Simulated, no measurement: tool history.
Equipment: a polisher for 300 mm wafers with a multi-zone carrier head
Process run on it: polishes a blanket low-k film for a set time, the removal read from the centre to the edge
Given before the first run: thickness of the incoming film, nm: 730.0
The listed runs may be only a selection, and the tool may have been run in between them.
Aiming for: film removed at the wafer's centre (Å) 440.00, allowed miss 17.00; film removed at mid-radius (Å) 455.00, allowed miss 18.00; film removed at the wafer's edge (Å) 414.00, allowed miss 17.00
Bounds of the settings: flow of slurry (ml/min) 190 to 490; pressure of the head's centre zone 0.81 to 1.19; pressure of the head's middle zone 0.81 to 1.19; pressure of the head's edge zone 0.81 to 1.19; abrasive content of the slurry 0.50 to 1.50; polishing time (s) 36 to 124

run,hour,flow of slurry (ml/min),pressure of the head's centre zone,pressure of the head's middle zone,pressure of the head's edge zone,abrasive content of the slurry,polishing time (s),film removed at the wafer's centre (Å),film removed at mid-radius (Å),film removed at the wafer's edge (Å)
1,0.0,315,1.00,1.00,1.00,1.00,79,595.33,610.06,615.99
2,4.9,350,1.00,1.00,1.00,1.00,79,596.73,606.57,616.47
3,7.6,350,1.01,1.01,0.96,0.85,77,554.91,554.33,541.07
4,9.5,350,0.99,1.01,0.93,0.75,76,500.55,510.22,506.00
5,10.2,350,0.99,1.01,0.93,0.75,57,371.11,386.05,372.22
6,17.7,350,1.01,1.03,0.96,0.80,57,386.98,402.57,395.57
7,22.9,350,1.03,1.06,0.95,0.85,57,405.15,409.98,403.40
8,25.8,355,1.03,1.09,0.91,0.90,57,418.43,439.77,403.91

4 next moves are on the table. One of them brings every result within its allowed miss. Which?
A,28.7,335,1.03,1.10,0.89,0.75,64,?,?,?
B,28.7,420,1.13,1.19,0.81,0.85,57,?,?,?
C,28.7,385,1.04,1.08,0.99,0.80,58,?,?,?
D,28.7,400,0.98,1.19,1.04,1.05,49,?,?,?

move,film removed at the wafer's centre (Å),film removed at mid-radius (Å),film removed at the wafer's edge (Å)
A,433.57,440.78,415.72
B,453.08,438.85,379.09
C,411.92,410.52,410.38
D,370.81,412.09,399.76
A: every result lands within tolerance
B: the worst result of the last run now meets its target, but another is out of spec
C: its largest miss is bigger than the last run's
D: its largest miss is bigger than the last run's
So the answer is move A, the one that meets all the targets.
